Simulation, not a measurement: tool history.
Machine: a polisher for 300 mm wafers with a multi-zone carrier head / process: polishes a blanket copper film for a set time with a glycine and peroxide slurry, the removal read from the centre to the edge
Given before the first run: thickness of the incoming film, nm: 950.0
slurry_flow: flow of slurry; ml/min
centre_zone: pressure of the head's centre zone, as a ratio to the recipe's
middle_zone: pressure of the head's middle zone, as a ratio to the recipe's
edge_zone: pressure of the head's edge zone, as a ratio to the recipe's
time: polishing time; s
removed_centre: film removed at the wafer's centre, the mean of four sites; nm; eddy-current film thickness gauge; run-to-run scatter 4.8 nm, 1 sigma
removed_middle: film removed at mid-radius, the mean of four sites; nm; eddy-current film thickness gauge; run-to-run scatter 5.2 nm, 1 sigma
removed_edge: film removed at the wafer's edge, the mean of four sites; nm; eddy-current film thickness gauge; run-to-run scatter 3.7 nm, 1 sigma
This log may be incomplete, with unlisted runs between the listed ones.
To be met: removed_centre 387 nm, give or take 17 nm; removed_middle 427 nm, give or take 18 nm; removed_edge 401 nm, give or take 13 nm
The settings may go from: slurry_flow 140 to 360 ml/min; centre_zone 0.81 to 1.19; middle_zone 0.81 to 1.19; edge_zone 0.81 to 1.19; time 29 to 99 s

Run 1, hour 0: slurry_flow 230 ml/min, centre_zone 1, middle_zone 1, edge_zone 1, time 64 s. Result: removed_centre 347.13 nm, removed_middle 337.89 nm, removed_edge 352.15 nm.
Run 2, hour 2.9: slurry_flow 230 ml/min, centre_zone 1, middle_zone 1, edge_zone 0.93, time 64 s. Result: removed_centre 353.17 nm, removed_middle 329.96 nm, removed_edge 338.64 nm.
Run 3, hour 6.4: slurry_flow 230 ml/min, centre_zone 1, middle_zone 1, edge_zone 0.85, time 64 s. Result: removed_centre 344.07 nm, removed_middle 342.18 nm, removed_edge 323.05 nm.
Run 4, hour 14.6: slurry_flow 235 ml/min, centre_zone 0.99, middle_zone 1.03, edge_zone 0.88, time 65 s. Result: removed_centre 354.08 nm, removed_middle 359.73 nm, removed_edge 327.83 nm.
Run 5, hour 16.8: slurry_flow 240 ml/min, centre_zone 0.98, middle_zone 1.04, edge_zone 0.91, time 66 s. Result: removed_centre 351.04 nm, removed_middle 366.81 nm, removed_edge 347.57 nm.
Run 6, hour 22.4: slurry_flow 240 ml/min, centre_zone 0.98, middle_zone 1.04, edge_zone 0.91, time 55 s. Result: removed_centre 299.55 nm, removed_middle 300.28 nm, removed_edge 290.03 nm.
Run 7, hour 25.2: slurry_flow 245 ml/min, centre_zone 0.98, middle_zone 1.06, edge_zone 0.94, time 58 s. Result: removed_centre 314.31 nm, removed_middle 318.11 nm, removed_edge 313.46 nm.
Run 8, hour 34: slurry_flow 250 ml/min, centre_zone 0.98, middle_zone 1.08, edge_zone 0.95, time 60 s. Result: removed_centre 325.06 nm, removed_middle 344.71 nm, removed_edge 321.68 nm.
Run 9, hour 38.1: slurry_flow 255 ml/min, centre_zone 0.99, middle_zone 1.09, edge_zone 0.98, time 61 s. Result: removed_centre 336.9 nm, removed_middle 344.76 nm, removed_edge 329.32 nm.
Run 10, hour 40: slurry_flow 255 ml/min, centre_zone 0.99, middle_zone 1.1, edge_zone 0.99, time 63 s. Result: removed_centre 341.09 nm, removed_middle 358.69 nm, removed_edge 344.96 nm.
Run 11, hour 43.9: slurry_flow 260 ml/min, centre_zone 0.99, middle_zone 1.11, edge_zone 1, time 64 s. Result: removed_centre 348.82 nm, removed_middle 368.06 nm, removed_edge 354.98 nm.

Exercise: of the 4 proposed moves below, exactly one satisfies all targets within the stated allowed misses. Which move is it?
Run A, hour 47.8: slurry_flow 345 ml/min, centre_zone 0.96, middle_zone 1.13, edge_zone 1.02, time 71 s. Result: removed_centre ?, removed_middle ?, removed_edge ?.
Run B, hour 47.8: slurry_flow 290 ml/min, centre_zone 0.95, middle_zone 0.82, edge_zone 1.19, time 69 s. Result: removed_centre ?, removed_middle ?, removed_edge ?.
Run C, hour 47.8: slurry_flow 280 ml/min, centre_zone 0.97, middle_zone 1.04, edge_zone 0.99, time 57 s. Result: removed_centre ?, removed_middle ?, removed_edge ?.
Run D, hour 47.8: slurry_flow 255 ml/min, centre_zone 0.81, middle_zone 0.81, edge_zone 1.12, time 73 s. Result: removed_centre ?, removed_middle ?, removed_edge ?.

move  removed_centre  removed_middle  removed_edge
   A          388.35           435.7        400.23
   B          365.87           327.6         416.9
   C          307.87           321.6        312.33
   D          324.76          339.38        423.39
A: meets every target
B: pushes the last run's worst result past its target
C: the biggest miss grows against the last run
D: pushes the last run's worst result past its target
Go with A: it meets all targets.
